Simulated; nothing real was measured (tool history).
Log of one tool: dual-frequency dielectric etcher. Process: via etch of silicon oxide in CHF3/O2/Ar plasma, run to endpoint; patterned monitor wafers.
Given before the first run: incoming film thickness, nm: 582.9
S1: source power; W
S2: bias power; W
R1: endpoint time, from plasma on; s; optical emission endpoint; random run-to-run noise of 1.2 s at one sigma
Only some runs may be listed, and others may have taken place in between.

{"run": 1, "hour": 0.0, "S1": 800, "S2": 235, "R1": 218.9}
{"run": 2, "hour": 0.6, "S1": 800, "S2": 252, "R1": 218.26}
{"run": 3, "hour": 5.7, "S1": 840, "S2": 257, "R1": 209.01}
{"run": 4, "hour": 12.0, "S1": 860, "S2": 259, "R1": 203.11}
{"run": 5, "hour": 18.4, "S1": 860, "S2": 241, "R1": 208.97}
{"run": 6, "hour": 25.2, "S1": 860, "S2": 272, "R1": 201.61}

Run 7 comes next. What will it give?
{"run": 7, "hour": 31.4, "S1": 870, "S2": 273, "R1": "?"}

R1: 198 s
